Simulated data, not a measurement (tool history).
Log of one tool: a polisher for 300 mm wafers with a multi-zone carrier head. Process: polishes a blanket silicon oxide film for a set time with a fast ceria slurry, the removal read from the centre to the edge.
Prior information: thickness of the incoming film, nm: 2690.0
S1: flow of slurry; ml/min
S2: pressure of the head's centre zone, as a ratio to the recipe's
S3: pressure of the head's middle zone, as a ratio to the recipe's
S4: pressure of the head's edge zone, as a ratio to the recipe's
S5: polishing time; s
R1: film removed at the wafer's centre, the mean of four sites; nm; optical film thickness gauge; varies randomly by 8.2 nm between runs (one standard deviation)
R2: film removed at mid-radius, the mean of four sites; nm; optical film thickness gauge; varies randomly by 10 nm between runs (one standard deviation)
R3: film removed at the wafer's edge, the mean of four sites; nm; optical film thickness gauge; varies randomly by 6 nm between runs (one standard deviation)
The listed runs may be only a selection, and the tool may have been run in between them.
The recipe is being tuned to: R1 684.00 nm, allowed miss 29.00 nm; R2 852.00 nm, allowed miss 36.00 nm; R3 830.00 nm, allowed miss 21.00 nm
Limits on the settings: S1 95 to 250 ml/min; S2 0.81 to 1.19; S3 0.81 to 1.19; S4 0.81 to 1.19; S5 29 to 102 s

run	day	S1	S2	S3	S4	S5	R1	R2	R3
1	0.000	160	1.00	1.00	1.00	65	1005.00	993.27	1012.30
2	0.104	145	0.94	1.01	0.97	62	877.65	924.64	946.40
3	0.308	145	0.94	1.01	0.90	62	868.28	923.73	903.48
4	0.362	105	0.94	1.01	0.90	62	815.60	865.73	878.15
5	0.692	125	0.94	1.01	0.90	62	843.56	902.36	887.75
6	0.904	125	0.98	1.01	0.90	62	884.61	905.67	889.86
7	0.946	120	0.93	1.02	0.88	61	811.44	900.66	875.73
8	1.288	100	0.83	1.01	0.84	58	673.21	811.84	799.70
9	1.429	105	0.83	1.02	0.85	58	670.79	831.81	803.28

Of the 5 settings listed for the next run, only one would bring every result within its allowed miss of target. Which one?
A	1.571	120	0.81	1.02	0.87	58	?	?	?
B	1.571	120	0.81	1.09	1.00	55	?	?	?
C	1.571	95	0.86	1.11	0.83	57	?	?	?
D	1.571	105	0.83	1.04	0.83	57	?	?	?
E	1.571	115	0.81	1.06	0.81	57	?	?	?

move	R1	R2	R3
A	674.30	847.10	826.62
B	639.74	849.82	832.06
C	668.03	854.11	770.66
D	659.61	824.82	782.33
E	656.85	853.38	783.98
A: all results land within tolerance of their targets
B: meets the target for the result that was furthest off, but another lies outside its allowed miss
C: lands further from the targets than the last run did
D: lands further from the targets than the last run did
E: lands further from the targets than the last run did
The right move is A.

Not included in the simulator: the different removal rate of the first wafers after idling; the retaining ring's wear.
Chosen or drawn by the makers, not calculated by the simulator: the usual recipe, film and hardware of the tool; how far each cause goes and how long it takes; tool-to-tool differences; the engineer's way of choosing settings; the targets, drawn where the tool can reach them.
